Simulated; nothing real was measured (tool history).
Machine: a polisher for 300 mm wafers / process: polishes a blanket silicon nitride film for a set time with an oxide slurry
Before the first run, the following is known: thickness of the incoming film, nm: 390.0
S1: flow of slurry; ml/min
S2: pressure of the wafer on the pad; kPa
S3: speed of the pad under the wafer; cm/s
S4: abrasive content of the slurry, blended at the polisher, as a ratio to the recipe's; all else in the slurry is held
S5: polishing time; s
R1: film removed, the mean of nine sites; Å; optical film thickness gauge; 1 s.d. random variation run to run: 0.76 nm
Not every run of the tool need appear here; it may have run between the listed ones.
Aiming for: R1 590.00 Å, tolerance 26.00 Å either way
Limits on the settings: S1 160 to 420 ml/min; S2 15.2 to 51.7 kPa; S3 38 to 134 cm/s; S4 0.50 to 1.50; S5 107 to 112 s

run  hour   S1    S2  S3    S4   S5      R1
  1   0.0  270  33.1  86  1.00  107  750.98
  2   4.8  270  31.7  86  1.00  107  730.68
  3   8.7  330  31.7  86  1.00  107  739.48
  4  12.9  380  31.7  86  1.00  107  755.40
  5  14.1  415  31.7  86  1.00  107  773.03
  6  17.1  415  31.7  86  1.00  107  747.20
  7  19.1  415  31.0  86  1.00  107  733.33
  8  22.3  415  30.3  86  1.00  107  740.02
  9  28.9  415  29.0  86  1.00  107  708.70
 10  31.0  415  28.3  86  1.00  107  695.25

5 candidate next runs follow, results not yet known. Just one meets every target within its allowed miss. Identify it.
  A  33.1  420  24.1  86  1.00  107   ?
  B  33.1  415  21.4  78  0.90  107   ?
  C  33.1  375  28.3  80  0.95  108   ?
  D  33.1  415  24.8  94  0.75  107   ?
  E  33.1  315  29.6  80  1.05  112   ?

move      R1
   A  653.84
   B  535.99
   C  655.56
   D  599.61
   E  728.36
A: gains on the last run, yet a result remains outside its allowed miss
B: moves the result that the last run missed by most past its target, out the other side
C: gains on the last run, yet a result remains outside its allowed miss
D: hits every target within its allowed miss
E: the biggest miss grows against the last run
Move D is the one to make.

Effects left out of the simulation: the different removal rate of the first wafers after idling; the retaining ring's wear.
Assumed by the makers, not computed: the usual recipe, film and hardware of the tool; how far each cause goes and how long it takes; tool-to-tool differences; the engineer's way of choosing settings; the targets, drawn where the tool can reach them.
